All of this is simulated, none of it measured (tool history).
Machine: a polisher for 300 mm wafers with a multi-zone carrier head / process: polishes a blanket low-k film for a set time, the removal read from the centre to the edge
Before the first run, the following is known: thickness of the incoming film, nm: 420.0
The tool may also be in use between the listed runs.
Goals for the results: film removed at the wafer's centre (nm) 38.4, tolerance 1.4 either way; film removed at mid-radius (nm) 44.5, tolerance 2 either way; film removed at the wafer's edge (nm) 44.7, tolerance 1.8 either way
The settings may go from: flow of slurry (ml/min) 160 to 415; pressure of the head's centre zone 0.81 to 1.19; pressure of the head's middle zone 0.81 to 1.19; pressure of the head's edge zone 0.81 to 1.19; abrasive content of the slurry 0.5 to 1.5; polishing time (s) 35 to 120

run,day,flow of slurry (ml/min),pressure of the head's centre zone,pressure of the head's middle zone,pressure of the head's edge zone,abrasive content of the slurry,polishing time (s),film removed at the wafer's centre (nm),film removed at mid-radius (nm),film removed at the wafer's edge (nm)
1,0,265,1,1,1,1,77,35.241,36.049,34.966
2,0.362,320,1,1,1,1,77,36.027,35.162,34.868
3,0.654,305,0.98,1.01,1.03,1.1,77,36.596,37.981,37.101
4,0.688,335,0.98,1.01,1.03,1.1,77,37.127,37.445,37.774
5,1,335,0.97,1.03,1.06,1.15,77,36.683,39.233,38.315
6,1.258,330,0.96,1.03,1.08,1.2,77,36.356,39.282,39.5
7,1.596,330,0.96,1.04,1.09,1.25,77,37.498,40.672,40.874
8,1.925,340,0.93,1.1,1.18,1.35,77,36.968,44.569,42.125

Pick the move, out of 4, that brings all results within their allowed miss; only one does.
A,2.254,310,0.82,1.06,1.19,1.5,85,?,?,?
B,2.254,375,0.94,1.13,1.13,1.25,78,?,?,?
C,2.254,395,0.9,1.06,1.16,1.35,80,?,?,?
D,2.254,410,0.94,1.18,1.17,1.25,71,?,?,?

move,film removed at the wafer's centre (nm),film removed at mid-radius (nm),film removed at the wafer's edge (nm)
A,38.876,47.303,48.349
B,38.05,43.706,41.032
C,38.771,43.694,43.92
D,34.858,41.523,38.163
A: pushes the last run's worst result past its target
B: further off than the last run
C: in spec on every target
D: further off than the last run
The move that meets every target is C.
